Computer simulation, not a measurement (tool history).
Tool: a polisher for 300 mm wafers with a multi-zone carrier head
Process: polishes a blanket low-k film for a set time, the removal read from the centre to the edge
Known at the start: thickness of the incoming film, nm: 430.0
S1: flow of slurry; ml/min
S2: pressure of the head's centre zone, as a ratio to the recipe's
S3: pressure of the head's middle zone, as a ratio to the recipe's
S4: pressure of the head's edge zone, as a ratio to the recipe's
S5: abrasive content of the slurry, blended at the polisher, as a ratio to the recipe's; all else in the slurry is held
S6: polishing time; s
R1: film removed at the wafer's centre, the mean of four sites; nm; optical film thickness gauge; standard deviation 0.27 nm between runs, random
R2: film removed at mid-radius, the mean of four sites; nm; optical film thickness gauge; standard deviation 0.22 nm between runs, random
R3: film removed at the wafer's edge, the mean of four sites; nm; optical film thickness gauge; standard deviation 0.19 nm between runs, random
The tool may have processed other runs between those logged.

run 1 hour=0.0 | S1=230 S2=1.00 S3=1.00 S4=1.00 S5=1.00 S6=55 | R1=15.306 R2=15.189 R3=15.935
run 2 hour=3.0 | S1=245 S2=1.06 S3=1.02 S4=0.99 S5=1.10 S6=55 | R1=17.562 R2=16.266 R3=16.435
run 3 hour=3.7 | S1=195 S2=1.06 S3=1.02 S4=0.99 S5=1.10 S6=55 | R1=16.352 R2=15.808 R3=15.996
run 4 hour=6.3 | S1=195 S2=1.06 S3=1.02 S4=0.99 S5=0.95 S6=55 | R1=15.410 R2=14.545 R3=14.938
run 5 hour=14.9 | S1=225 S2=1.10 S3=1.05 S4=1.02 S5=1.05 S6=55 | R1=17.351 R2=16.079 R3=16.098
run 6 hour=15.9 | S1=250 S2=1.13 S3=1.07 S4=1.04 S5=1.10 S6=55 | R1=18.449 R2=17.571 R3=16.969
run 7 hour=24.0 | S1=275 S2=1.15 S3=1.06 S4=1.03 S5=1.15 S6=55 | R1=19.994 R2=17.392 R3=17.094
run 8 hour=31.2 | S1=295 S2=1.19 S3=1.12 S4=1.07 S5=1.25 S6=55 | R1=21.337 R2=19.411 R3=18.676
run 9 hour=36.2 | S1=295 S2=1.19 S3=1.12 S4=1.07 S5=1.25 S6=55 | R1=21.024 R2=19.602 R3=18.398
run 10 hour=42.6 | S1=300 S2=1.19 S3=1.10 S4=1.05 S5=1.25 S6=55 | R1=21.209 R2=19.191 R3=18.255

Run 11 has not been measured yet. What should we expect?
run 11 hour=43.4 | S1=310 S2=1.19 S3=1.08 S4=1.03 S5=1.25 S6=55 | R1=? R2=? R3=?

{"run 11": {"R1": 21.452, "R2": 18.415, "R3": 18.019}}
